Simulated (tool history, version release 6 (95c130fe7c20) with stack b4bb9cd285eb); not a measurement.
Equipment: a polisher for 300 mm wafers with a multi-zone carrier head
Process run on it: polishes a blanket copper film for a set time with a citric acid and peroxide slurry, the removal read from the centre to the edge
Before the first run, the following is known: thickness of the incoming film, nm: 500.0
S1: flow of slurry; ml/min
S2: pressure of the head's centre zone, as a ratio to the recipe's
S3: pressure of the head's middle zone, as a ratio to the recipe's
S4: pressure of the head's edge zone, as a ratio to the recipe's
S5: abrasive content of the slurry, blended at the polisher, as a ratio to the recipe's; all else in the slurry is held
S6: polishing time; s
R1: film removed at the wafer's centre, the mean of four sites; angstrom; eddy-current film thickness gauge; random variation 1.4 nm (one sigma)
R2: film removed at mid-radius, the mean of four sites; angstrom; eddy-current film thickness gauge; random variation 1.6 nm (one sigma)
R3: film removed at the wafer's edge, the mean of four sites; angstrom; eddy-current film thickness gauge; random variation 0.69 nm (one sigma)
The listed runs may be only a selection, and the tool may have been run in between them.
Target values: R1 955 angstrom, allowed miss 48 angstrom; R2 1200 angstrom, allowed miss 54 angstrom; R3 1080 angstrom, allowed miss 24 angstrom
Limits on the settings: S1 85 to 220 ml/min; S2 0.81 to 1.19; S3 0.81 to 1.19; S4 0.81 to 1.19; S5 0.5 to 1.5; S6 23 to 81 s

| run | hour | S1 | S2 | S3 | S4 | S5 | S6 | R1 | R2 | R3 |
|---|---|---|---|---|---|---|---|---|---|---|
| 1 | 0 | 140 | 1 | 1 | 1 | 1 | 52 | 1176.5 | 1198.5 | 1186.4 |
| 2 | 3.8 | 135 | 0.98 | 1.01 | 0.99 | 1 | 52 | 1146.3 | 1196.2 | 1163.6 |
| 3 | 10.8 | 130 | 0.96 | 1.02 | 0.99 | 1 | 52 | 1129.4 | 1203.4 | 1147.5 |
| 4 | 18.3 | 130 | 0.96 | 1.02 | 0.99 | 1 | 41 | 865.65 | 955.51 | 922.77 |
| 5 | 20.2 | 130 | 0.91 | 1.02 | 0.99 | 1 | 41 | 842.06 | 958.72 | 919.39 |
| 6 | 28.3 | 130 | 0.94 | 1.02 | 0.99 | 1 | 41 | 875.44 | 959.63 | 919.67 |
| 7 | 34.1 | 140 | 0.93 | 1.03 | 1.01 | 1 | 41 | 872.42 | 995.53 | 941.53 |
| 8 | 40.1 | 150 | 0.93 | 1.03 | 1.02 | 1 | 41 | 895.57 | 1001.8 | 956.83 |
| 9 | 44.8 | 155 | 0.92 | 1.04 | 1.04 | 1 | 41 | 880.13 | 993.72 | 953.86 |
| 10 | 50 | 160 | 0.91 | 1.05 | 1.05 | 1.05 | 41 | 864.06 | 1053.7 | 987.51 |
| 11 | 58 | 200 | 0.96 | 1.08 | 1.09 | 1.1 | 41 | 975.52 | 1087.5 | 1040.2 |
| 12 | 64.5 | 200 | 0.96 | 1.09 | 1.09 | 1.1 | 41 | 1004.2 | 1092.5 | 1032.7 |
| 13 | 67.1 | 200 | 0.95 | 1.1 | 1.1 | 1.1 | 41 | 972.82 | 1127.7 | 1043.9 |

Exactly one of the 5 candidate moves below puts every result within its allowed miss. Which one?
| A | 69.7 | 110 | 0.81 | 1.02 | 1.19 | 1.4 | 45 | ? | ? | ? |
| B | 69.7 | 190 | 0.97 | 1.13 | 1.08 | 1.1 | 44 | ? | ? | ? |
| C | 69.7 | 190 | 0.91 | 1.14 | 1.1 | 1.15 | 42 | ? | ? | ? |
| D | 69.7 | 185 | 0.91 | 1.03 | 1.08 | 1.15 | 43 | ? | ? | ? |
| E | 69.7 | 195 | 0.87 | 1.16 | 1.04 | 1.15 | 41 | ? | ? | ? |

| move | R1 | R2 | R3 |
|---|---|---|---|
| A | 840.21 | 1088.8 | 1150.3 |
| B | 1054.8 | 1225 | 1093.3 |
| C | 953.3 | 1190 | 1063.4 |
| D | 970.84 | 1112.6 | 1077.1 |
| E | 893.31 | 1184.1 | 1012 |
A: carries the result that was furthest off beyond its target, to the other side
B: brings the last run's worst result on target, with another outside its allowed miss
C: in spec on every target
D: brings the last run's worst result on target, with another outside its allowed miss
E: lands further from the targets than the last run did
Correct choice: C, which meets every target
